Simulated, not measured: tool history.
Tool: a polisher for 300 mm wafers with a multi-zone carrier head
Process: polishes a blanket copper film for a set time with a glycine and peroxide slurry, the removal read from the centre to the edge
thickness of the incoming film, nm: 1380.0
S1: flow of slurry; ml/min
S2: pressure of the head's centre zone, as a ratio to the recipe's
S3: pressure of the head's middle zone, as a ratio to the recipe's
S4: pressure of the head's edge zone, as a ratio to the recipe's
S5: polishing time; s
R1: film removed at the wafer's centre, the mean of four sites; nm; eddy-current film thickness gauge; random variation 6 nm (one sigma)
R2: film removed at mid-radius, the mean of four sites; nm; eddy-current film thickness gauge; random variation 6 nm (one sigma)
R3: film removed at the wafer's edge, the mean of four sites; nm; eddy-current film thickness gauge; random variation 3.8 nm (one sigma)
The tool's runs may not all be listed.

run  hour   S1    S2    S3    S4  S5      R1      R2      R3
  1   0.0  300  1.00  1.00  1.00  73  363.88  358.94  362.76
  2   2.9  300  1.08  1.00  1.00  73  390.06  356.25  362.36
  3   8.2  305  1.03  1.04  1.05  79  395.86  397.77  400.28
  4  11.1  305  1.03  1.12  1.05  79  400.67  427.55  398.50
     13.8  -- edge zone pressure recalibrated
  5  13.8  310  1.00  1.13  1.09  84  419.71  453.58  436.51
  6  16.4  315  0.97  1.15  1.11  87  419.09  484.40  463.09

Forecast run 7:
  7  17.3  325  0.96  1.16  1.13  88   ?   ?   ?

{"run 7": {"R1": 423.26, "R2": 489.51, "R3": 471.79}}

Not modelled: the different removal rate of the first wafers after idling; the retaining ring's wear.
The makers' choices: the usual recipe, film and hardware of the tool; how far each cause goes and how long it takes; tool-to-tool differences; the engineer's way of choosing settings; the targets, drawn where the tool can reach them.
